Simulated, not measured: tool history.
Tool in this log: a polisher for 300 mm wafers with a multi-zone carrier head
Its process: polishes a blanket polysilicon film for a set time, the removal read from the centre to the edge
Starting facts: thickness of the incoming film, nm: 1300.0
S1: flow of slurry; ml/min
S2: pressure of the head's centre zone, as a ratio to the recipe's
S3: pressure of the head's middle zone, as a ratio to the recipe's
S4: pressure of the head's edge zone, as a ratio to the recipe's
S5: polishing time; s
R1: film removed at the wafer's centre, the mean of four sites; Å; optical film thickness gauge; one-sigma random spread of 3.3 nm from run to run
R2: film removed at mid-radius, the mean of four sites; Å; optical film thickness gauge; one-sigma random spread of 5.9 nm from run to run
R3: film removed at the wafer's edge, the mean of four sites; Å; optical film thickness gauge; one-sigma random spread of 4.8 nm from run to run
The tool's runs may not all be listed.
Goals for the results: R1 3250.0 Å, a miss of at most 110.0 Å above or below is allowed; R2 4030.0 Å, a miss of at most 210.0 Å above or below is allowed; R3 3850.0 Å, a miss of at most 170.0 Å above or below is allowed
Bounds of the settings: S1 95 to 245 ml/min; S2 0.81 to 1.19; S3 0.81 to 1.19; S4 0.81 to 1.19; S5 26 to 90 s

run,hour,S1,S2,S3,S4,S5,R1,R2,R3
1,0.0,155,1.00,1.00,1.00,58,3830.6,3799.6,3954.3
2,8.3,125,1.00,1.00,1.00,58,3684.6,3849.8,3850.6
3,14.1,125,1.00,1.00,1.05,58,3590.7,3621.9,3971.9
4,17.0,125,1.00,1.05,1.05,58,3661.0,3892.4,3922.6
5,17.8,125,1.00,1.05,0.99,58,3682.8,3896.0,3822.6
6,24.5,125,1.00,1.05,0.99,52,3295.6,3440.7,3408.3
7,27.6,125,0.99,1.06,1.00,53,3244.7,3584.3,3469.9
8,32.8,125,0.98,1.07,1.01,54,3359.5,3715.6,3584.6
9,41.6,125,0.97,1.07,1.02,54,3265.1,3659.8,3615.5
10,45.7,125,0.96,1.08,1.02,54,3282.4,3627.5,3624.2
11,51.7,120,0.95,1.10,1.02,55,3223.0,3737.1,3592.2
12,57.3,120,0.95,1.11,1.03,55,3274.4,3812.5,3635.3
13,61.2,120,0.94,1.12,1.04,55,3191.5,3798.3,3628.8

Below are 5 possible settings for the next run. Only one of them brings all results inside the allowed miss of their targets. Which is it?
A,65.1,95,0.93,1.14,1.04,61,?,?,?
B,65.1,105,0.99,1.18,0.95,57,?,?,?
C,65.1,100,0.89,1.07,1.12,63,?,?,?
D,65.1,175,0.92,1.00,1.08,53,?,?,?
E,65.1,125,1.02,1.13,0.95,51,?,?,?

move,R1,R2,R3
A,3268.5,3929.1,3884.1
B,3385.4,3913.8,3553.4
C,3296.1,3914.1,4217.8
D,3357.5,3573.3,3843.4
E,3306.5,3548.0,3293.9
A: in spec on every target
B: further off than the last run
C: takes the biggest miss from the last run beyond its target
D: gets the furthest-off result to its target, but another result is out of tolerance
E: further off than the last run
Correct choice: A, which meets every target

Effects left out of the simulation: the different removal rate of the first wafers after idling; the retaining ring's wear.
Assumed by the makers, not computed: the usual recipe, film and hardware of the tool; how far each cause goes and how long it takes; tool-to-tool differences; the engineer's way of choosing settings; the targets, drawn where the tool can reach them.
